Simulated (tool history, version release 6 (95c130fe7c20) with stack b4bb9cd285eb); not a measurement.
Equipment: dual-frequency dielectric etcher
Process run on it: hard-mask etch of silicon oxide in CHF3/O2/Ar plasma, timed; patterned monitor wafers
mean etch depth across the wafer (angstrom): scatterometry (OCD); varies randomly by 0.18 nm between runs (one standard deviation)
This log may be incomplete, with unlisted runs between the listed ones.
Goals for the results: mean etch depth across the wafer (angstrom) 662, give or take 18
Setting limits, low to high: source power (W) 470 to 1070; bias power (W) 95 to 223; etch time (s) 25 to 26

| run | day | source power (W) | bias power (W) | etch time (s) | mean etch depth across the wafer (angstrom) |
|---|---|---|---|---|---|
| 1 | 0 | 770 | 159 | 25 | 538.3 |
| 2 | 0.204 | 770 | 159 | 25 | 537.56 |
| 3 | 0.371 | 840 | 171 | 25 | 575.7 |
| 4 | 0.662 | 840 | 185 | 25 | 589.38 |
| 5 | 0.725 | 840 | 212 | 25 | 613.09 |
| 6 | 0.958 | 840 | 223 | 25 | 622.86 |
| 7 | 1.008 | 870 | 223 | 25 | 638.01 |
| 8 | 1.296 | 890 | 223 | 25 | 640.93 |

4 next moves are on the table. One of them brings every result within its allowed miss. Which?
| A | 1.583 | 850 | 218 | 25.5 | ? |
| B | 1.583 | 900 | 223 | 25.5 | ? |
| C | 1.583 | 1070 | 188 | 26 | ? |
| D | 1.583 | 820 | 223 | 25.5 | ? |

| move | mean etch depth across the wafer (angstrom) |
|---|---|
| A | 635.04 |
| B | 660.07 |
| C | 702.48 |
| D | 626.48 |
A: further off than the last run
B: hits every target within its allowed miss
C: carries the result that was furthest off beyond its target, to the other side
D: further off than the last run
So the answer is move B, the one that meets all the targets.
